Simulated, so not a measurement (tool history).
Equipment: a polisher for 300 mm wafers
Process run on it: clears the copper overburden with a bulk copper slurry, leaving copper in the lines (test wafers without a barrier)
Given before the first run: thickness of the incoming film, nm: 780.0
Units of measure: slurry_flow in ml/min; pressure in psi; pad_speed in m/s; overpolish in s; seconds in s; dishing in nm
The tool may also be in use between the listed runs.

{"run": 1, "hour": 0.0, "slurry_flow": 260, "pressure": 2.6, "pad_speed": 1.28, "slurry_solids": 1, "overpolish": 10, "seconds": 72.246, "dishing": 71.501}
{"run": 2, "hour": 3.7, "slurry_flow": 260, "pressure": 2.6, "pad_speed": 1.28, "slurry_solids": 0.9, "overpolish": 10, "seconds": 76.807, "dishing": 67.768}
{"run": 3, "hour": 6.7, "slurry_flow": 260, "pressure": 2.9, "pad_speed": 1.32, "slurry_solids": 0.9, "overpolish": 9, "seconds": 65.423, "dishing": 72.234}
{"run": 4, "hour": 12.0, "slurry_flow": 215, "pressure": 2.9, "pad_speed": 1.32, "slurry_solids": 0.9, "overpolish": 9, "seconds": 67.106, "dishing": 71.278}
{"run": 5, "hour": 19.9, "slurry_flow": 215, "pressure": 3.1, "pad_speed": 1.34, "slurry_solids": 0.9, "overpolish": 8, "seconds": 63.146, "dishing": 67.596}
{"run": 6, "hour": 22.9, "slurry_flow": 215, "pressure": 3.1, "pad_speed": 1.52, "slurry_solids": 0.9, "overpolish": 8, "seconds": 54.633, "dishing": 75.762}
{"run": 7, "hour": 30.9, "slurry_flow": 215, "pressure": 3.8, "pad_speed": 1.56, "slurry_solids": 0.9, "overpolish": 6, "seconds": 44.829, "dishing": 71.536}
{"run": 8, "hour": 33.0, "slurry_flow": 215, "pressure": 3.8, "pad_speed": 1.58, "slurry_solids": 0.9, "overpolish": 6, "seconds": 44.859, "dishing": 73.366}
{"run": 9, "hour": 37.5, "slurry_flow": 215, "pressure": 3.8, "pad_speed": 1.6, "slurry_solids": 0.9, "overpolish": 6, "seconds": 43.815, "dishing": 73.646}
{"run": 10, "hour": 43.3, "slurry_flow": 215, "pressure": 3.8, "pad_speed": 1.62, "slurry_solids": 0.9, "overpolish": 6, "seconds": 44.143, "dishing": 74.399}

What will run 11 give?
{"run": 11, "hour": 44.3, "slurry_flow": 215, "pressure": 3.8, "pad_speed": 1.64, "slurry_solids": 0.9, "overpolish": 6, "seconds": "?", "dishing": "?"}

{"run 11": {"seconds": 43.241, "dishing": 77.76}}
